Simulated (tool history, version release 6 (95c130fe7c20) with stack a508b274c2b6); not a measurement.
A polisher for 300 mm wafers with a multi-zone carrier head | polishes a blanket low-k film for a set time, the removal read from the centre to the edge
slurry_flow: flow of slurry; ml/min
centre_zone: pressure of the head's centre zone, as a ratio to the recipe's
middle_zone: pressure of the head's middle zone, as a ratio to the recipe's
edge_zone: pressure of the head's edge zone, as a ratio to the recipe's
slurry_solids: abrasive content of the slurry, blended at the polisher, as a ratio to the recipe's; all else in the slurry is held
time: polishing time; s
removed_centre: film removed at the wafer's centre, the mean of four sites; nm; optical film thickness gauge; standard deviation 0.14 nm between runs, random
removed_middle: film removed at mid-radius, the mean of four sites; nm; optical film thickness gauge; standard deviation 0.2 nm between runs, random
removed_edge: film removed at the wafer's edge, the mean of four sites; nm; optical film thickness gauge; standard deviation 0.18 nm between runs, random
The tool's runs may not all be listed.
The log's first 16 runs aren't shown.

run   hour  slurry_flow  centre_zone  middle_zone  edge_zone  slurry_solids  time  removed_centre  removed_middle  removed_edge
 17   77.2          310            1          0.9       0.87            0.7    75          19.448          17.297        18.687
 18   80.1          310         1.01         0.91       0.89            0.7    75          19.668          17.252        18.753
 19   84.7          310         1.01         0.91       0.89            0.7    75          19.832          17.638        18.559
 20   88.5          310         1.01         0.91       0.91            0.7    75          19.708          17.447        18.965
 21   94.1          310         1.02         0.92       0.93            0.7    75          20.064          17.566        18.983
 22  100.7          310         1.02         0.92       0.93            0.7    75          19.776          17.742        19.069
 23  101.5          310         1.03         0.93       0.95            0.7    75          19.821           17.69        19.088
 24  102.1          310         1.04         0.94       0.96            0.7    75          20.233           17.69        19.415
 25  104.4          310         1.05         0.95       0.97            0.7    75           20.32          18.401        19.257

Forecast run 26:
 26  106.7          310         1.05         0.95       0.97            0.7    75               ?               ?             ?

Run 26 gave removed_centre 20.333 nm, removed_middle 18.039 nm, removed_edge 19.334 nm.
